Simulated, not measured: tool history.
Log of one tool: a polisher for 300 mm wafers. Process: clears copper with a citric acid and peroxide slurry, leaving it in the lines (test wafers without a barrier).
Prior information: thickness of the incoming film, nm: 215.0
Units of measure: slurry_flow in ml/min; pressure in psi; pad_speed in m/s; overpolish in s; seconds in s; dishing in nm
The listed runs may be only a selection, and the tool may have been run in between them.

run 1 hour=0.0 | slurry_flow=200 pressure=2.7 pad_speed=1.22 slurry_solids=1.00 overpolish=11 | seconds=66.584 dishing=22.649
run 2 hour=7.5 | slurry_flow=200 pressure=2.2 pad_speed=1.22 slurry_solids=1.00 overpolish=11 | seconds=76.711 dishing=19.966
run 3 hour=11.7 | slurry_flow=220 pressure=2.2 pad_speed=1.22 slurry_solids=1.00 overpolish=11 | seconds=76.590 dishing=19.967
run 4 hour=19.2 | slurry_flow=220 pressure=2.2 pad_speed=1.22 slurry_solids=1.00 overpolish=8 | seconds=78.012 dishing=15.181
run 5 hour=23.7 | slurry_flow=220 pressure=2.2 pad_speed=1.22 slurry_solids=1.10 overpolish=8 | seconds=75.161 dishing=15.607
run 6 hour=25.4 | slurry_flow=255 pressure=2.2 pad_speed=1.22 slurry_solids=1.10 overpolish=8 | seconds=74.339 dishing=15.596

Predict the results of run 7:
run 7 hour=28.9 | slurry_flow=250 pressure=2.6 pad_speed=1.22 slurry_solids=1.05 overpolish=11 | seconds=? dishing=?

{"run 7": {"seconds": 66.365, "dishing": 22.673}}
